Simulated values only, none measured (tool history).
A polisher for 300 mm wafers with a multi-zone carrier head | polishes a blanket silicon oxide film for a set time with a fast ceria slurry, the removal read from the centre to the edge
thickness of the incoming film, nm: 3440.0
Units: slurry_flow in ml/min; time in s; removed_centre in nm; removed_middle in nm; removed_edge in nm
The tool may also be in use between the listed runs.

| run | hour | slurry_flow | centre_zone | middle_zone | edge_zone | time | removed_centre | removed_middle | removed_edge |
|---|---|---|---|---|---|---|---|---|---|
| 1 | 0.0 | 195 | 1.00 | 1.00 | 1.00 | 77 | 862.55 | 873.71 | 861.77 |
| 2 | 3.1 | 195 | 1.07 | 1.00 | 1.00 | 77 | 918.86 | 890.17 | 863.31 |
| 3 | 9.8 | 185 | 1.02 | 0.97 | 0.96 | 72 | 819.78 | 791.76 | 772.46 |
| 4 | 17.1 | 185 | 1.08 | 0.97 | 0.96 | 72 | 876.31 | 788.21 | 785.35 |
| 5 | 25.2 | 185 | 1.08 | 0.97 | 1.05 | 72 | 869.17 | 792.18 | 817.69 |
| 6 | 25.9 | 175 | 1.01 | 0.94 | 1.00 | 70 | 779.83 | 758.05 | 761.78 |
| 7 | 31.0 | 165 | 0.98 | 0.91 | 1.00 | 68 | 724.15 | 701.01 | 750.04 |
| 8 | 33.4 | 160 | 0.96 | 0.90 | 0.96 | 67 | 701.94 | 688.16 | 716.18 |

Run 9 comes next. What will it give?
| 9 | 34.8 | 160 | 0.96 | 0.90 | 0.96 | 67 | ? | ? | ? |

removed_centre: 710.06 nm
removed_middle: 679.46 nm
removed_edge: 709.86 nm
